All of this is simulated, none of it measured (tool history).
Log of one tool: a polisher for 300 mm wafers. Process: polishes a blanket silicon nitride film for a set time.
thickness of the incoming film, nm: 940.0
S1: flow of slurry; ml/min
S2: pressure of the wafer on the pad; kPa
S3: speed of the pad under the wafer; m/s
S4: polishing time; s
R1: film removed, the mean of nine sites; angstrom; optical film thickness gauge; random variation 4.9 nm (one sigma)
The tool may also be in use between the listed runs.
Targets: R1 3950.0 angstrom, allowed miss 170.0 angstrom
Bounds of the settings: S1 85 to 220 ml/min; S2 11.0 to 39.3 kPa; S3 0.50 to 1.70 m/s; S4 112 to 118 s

run 1 hour=0.0 | S1=140 S2=24.8 S3=1.10 S4=112 | R1=2414.5
run 2 hour=1.7 | S1=145 S2=28.3 S3=1.12 S4=112 | R1=2772.1
run 3 hour=10.0 | S1=145 S2=31.0 S3=1.12 S4=112 | R1=3161.7
run 4 hour=11.4 | S1=145 S2=35.9 S3=1.12 S4=112 | R1=3576.3
run 5 hour=13.3 | S1=145 S2=32.4 S3=1.12 S4=112 | R1=3296.1
run 6 hour=14.9 | S1=150 S2=33.8 S3=1.12 S4=112 | R1=3424.6
run 7 hour=23.5 | S1=155 S2=34.5 S3=1.12 S4=112 | R1=3493.4
run 8 hour=25.6 | S1=155 S2=35.2 S3=1.12 S4=112 | R1=3577.0
run 9 hour=34.6 | S1=155 S2=35.9 S3=1.12 S4=112 | R1=3675.4
run 10 hour=41.9 | S1=155 S2=36.5 S3=1.12 S4=112 | R1=3655.9
run 11 hour=45.0 | S1=155 S2=37.2 S3=1.12 S4=112 | R1=3763.0

4 next moves are on the table. One of them brings every result within its allowed miss. Which?
run A hour=48.1 | S1=155 S2=39.3 S3=0.90 S4=118 | R1=?
run B hour=48.1 | S1=155 S2=34.5 S3=1.10 S4=116 | R1=?
run C hour=48.1 | S1=185 S2=35.2 S3=1.14 S4=118 | R1=?
run D hour=48.1 | S1=135 S2=39.3 S3=0.88 S4=117 | R1=?

move=A R1=3693.2
move=B R1=3582.5
move=C R1=3899.7
move=D R1=3528.9
A: further off than the last run
B: further off than the last run
C: meets every target
D: further off than the last run
The right move is C.
